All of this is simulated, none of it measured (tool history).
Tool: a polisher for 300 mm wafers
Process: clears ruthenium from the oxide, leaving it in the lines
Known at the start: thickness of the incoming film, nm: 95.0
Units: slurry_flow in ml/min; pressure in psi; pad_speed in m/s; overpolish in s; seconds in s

run	day	slurry_flow	pressure	pad_speed	overpolish	seconds
1	0.000	250	1.3	0.90	12	158.41
2	0.167	275	1.3	0.90	12	157.65
3	0.525	275	1.3	0.70	12	182.69
4	0.842	275	1.3	0.88	12	157.04
5	1.208	230	1.3	0.88	12	164.32
6	1.492	220	1.2	0.88	12	175.86
7	1.646	215	1.2	0.88	12	177.19
8	1.846	210	1.2	0.88	12	177.15
9	1.979	210	1.0	0.88	12	208.45
10	2.308	210	1.0	0.88	12	208.63
11	2.425	215	1.0	0.88	12	212.56

Forecast run 12:
12	2.617	220	1.0	0.88	12	?

seconds: 212.56 s

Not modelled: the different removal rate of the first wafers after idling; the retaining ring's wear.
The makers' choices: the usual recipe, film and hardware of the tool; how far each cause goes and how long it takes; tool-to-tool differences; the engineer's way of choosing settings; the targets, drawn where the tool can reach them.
